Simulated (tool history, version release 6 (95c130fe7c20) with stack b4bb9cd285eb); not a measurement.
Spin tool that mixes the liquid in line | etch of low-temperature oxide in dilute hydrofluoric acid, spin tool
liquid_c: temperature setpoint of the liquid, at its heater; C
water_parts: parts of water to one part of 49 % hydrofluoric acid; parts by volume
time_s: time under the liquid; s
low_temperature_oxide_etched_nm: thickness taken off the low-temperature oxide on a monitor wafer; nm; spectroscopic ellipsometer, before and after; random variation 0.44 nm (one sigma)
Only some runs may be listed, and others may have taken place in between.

run  hour  liquid_c  water_parts  time_s  low_temperature_oxide_etched_nm
  1   0.0      24.0           60      90                           38.839
  2   2.4      24.0           60      90                           38.981
  3   3.9      24.0           60      90                           39.068
  4  12.5      20.5           60      90                           33.617
  5  19.4      23.5           60      90                           37.954
  6  26.5      23.5           40      90                           58.658
  7  32.1      24.5           40      90                           61.104

What does the tool deliver on the next run?
  8  35.1      28.5           20      90                                ?

{"run 8": {"low_temperature_oxide_etched_nm": 149.45}}
